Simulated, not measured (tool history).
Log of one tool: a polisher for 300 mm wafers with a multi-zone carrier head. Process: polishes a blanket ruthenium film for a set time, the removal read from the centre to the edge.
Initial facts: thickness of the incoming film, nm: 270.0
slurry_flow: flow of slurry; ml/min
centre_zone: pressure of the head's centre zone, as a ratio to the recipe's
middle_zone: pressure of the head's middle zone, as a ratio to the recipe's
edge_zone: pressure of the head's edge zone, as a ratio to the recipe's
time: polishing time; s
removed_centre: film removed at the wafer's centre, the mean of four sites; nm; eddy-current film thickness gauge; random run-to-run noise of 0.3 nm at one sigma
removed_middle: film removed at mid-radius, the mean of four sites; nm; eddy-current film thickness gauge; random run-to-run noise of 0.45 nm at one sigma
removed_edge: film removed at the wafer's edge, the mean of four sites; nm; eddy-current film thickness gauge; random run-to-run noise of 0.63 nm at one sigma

run,hour,slurry_flow,centre_zone,middle_zone,edge_zone,time,removed_centre,removed_middle,removed_edge
1,0.0,220,1.00,1.00,1.00,45,66.953,65.941,66.328
2,7.1,220,1.00,1.08,1.00,45,67.477,70.621,64.412
3,14.8,190,1.00,1.08,1.00,45,65.596,68.809,64.262
4,22.4,190,0.97,1.03,0.98,41,57.701,59.329,58.678
5,24.0,185,0.94,1.00,0.96,39,53.297,55.699,55.035
6,31.8,185,1.00,1.00,0.96,39,56.546,56.192,55.327

Forecast run 7:
7,35.5,180,0.96,0.97,0.94,37,?,?,?

{"run 7": {"removed_centre": 51.209, "removed_middle": 51.88, "removed_edge": 51.141}}
